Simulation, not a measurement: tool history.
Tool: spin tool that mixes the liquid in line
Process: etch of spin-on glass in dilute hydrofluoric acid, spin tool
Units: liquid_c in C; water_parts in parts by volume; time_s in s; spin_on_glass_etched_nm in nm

run,hour,liquid_c,water_parts,time_s,spin_on_glass_etched_nm
1,0.0,22.0,170,145,51.569
2,3.5,22.0,120,145,78.189
3,11.1,20.5,140,145,61.599
4,16.5,20.5,140,155,64.079
5,23.4,20.5,140,155,64.616
6,28.9,20.5,115,155,82.248

For run 7, what comes out?
7,30.4,19.5,135,155,?

spin_on_glass_etched_nm: 64.778 nm

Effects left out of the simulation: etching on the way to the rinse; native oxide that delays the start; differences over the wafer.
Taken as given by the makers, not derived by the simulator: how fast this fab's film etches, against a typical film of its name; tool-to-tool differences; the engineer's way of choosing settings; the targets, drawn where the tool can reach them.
